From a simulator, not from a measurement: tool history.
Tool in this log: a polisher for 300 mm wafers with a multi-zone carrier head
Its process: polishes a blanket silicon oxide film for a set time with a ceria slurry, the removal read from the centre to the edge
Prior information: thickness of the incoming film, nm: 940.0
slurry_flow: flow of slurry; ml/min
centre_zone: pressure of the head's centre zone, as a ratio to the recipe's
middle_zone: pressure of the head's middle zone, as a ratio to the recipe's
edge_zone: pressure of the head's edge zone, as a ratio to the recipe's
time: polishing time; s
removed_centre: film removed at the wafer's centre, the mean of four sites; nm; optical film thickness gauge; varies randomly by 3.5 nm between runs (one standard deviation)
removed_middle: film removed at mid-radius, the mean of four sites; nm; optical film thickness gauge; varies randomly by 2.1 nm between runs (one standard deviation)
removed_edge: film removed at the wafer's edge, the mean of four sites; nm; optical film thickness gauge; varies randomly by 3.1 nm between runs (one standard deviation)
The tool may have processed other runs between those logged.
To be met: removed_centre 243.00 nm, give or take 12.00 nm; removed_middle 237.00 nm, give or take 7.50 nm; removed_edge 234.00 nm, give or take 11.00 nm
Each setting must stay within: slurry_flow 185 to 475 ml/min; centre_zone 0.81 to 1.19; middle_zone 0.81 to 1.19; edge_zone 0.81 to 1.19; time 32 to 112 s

run,day,slurry_flow,centre_zone,middle_zone,edge_zone,time,removed_centre,removed_middle,removed_edge
1,0.000,305,1.00,1.00,1.00,72,341.21,339.24,328.37
2,0.092,305,1.09,1.00,1.00,72,379.13,333.02,321.28
3,0.250,305,1.09,0.93,1.00,72,372.52,315.40,325.53
4,0.275,300,1.06,0.93,0.97,65,336.85,280.22,285.56
5,0.633,295,1.00,0.93,0.94,62,302.19,268.85,270.17
6,0.942,295,1.00,0.97,0.94,62,293.68,276.40,274.86
7,1.117,295,0.98,0.97,0.91,59,274.48,266.90,254.31
8,1.204,290,0.96,0.95,0.89,58,263.22,256.95,248.54
9,1.312,285,0.95,0.93,0.88,57,258.84,247.87,245.32

Below are 5 possible settings for the next run. Only one of them brings all results inside the allowed miss of their targets. Which is it?
A,1.421,280,0.94,0.94,0.89,55,?,?,?
B,1.421,280,0.88,0.88,0.93,62,?,?,?
C,1.421,260,0.88,0.92,0.94,59,?,?,?
D,1.421,265,1.01,0.87,0.87,61,?,?,?
E,1.421,205,0.95,0.95,0.81,63,?,?,?

move,removed_centre,removed_middle,removed_edge
A,243.32,238.76,239.33
B,256.53,254.85,275.52
C,242.55,250.12,262.16
D,288.55,247.14,262.06
E,273.38,268.60,257.53
A: all results land within tolerance of their targets
B: lands further from the targets than the last run did
C: lands further from the targets than the last run did
D: lands further from the targets than the last run did
E: lands further from the targets than the last run did
A is the move that brings every result within its allowed miss.

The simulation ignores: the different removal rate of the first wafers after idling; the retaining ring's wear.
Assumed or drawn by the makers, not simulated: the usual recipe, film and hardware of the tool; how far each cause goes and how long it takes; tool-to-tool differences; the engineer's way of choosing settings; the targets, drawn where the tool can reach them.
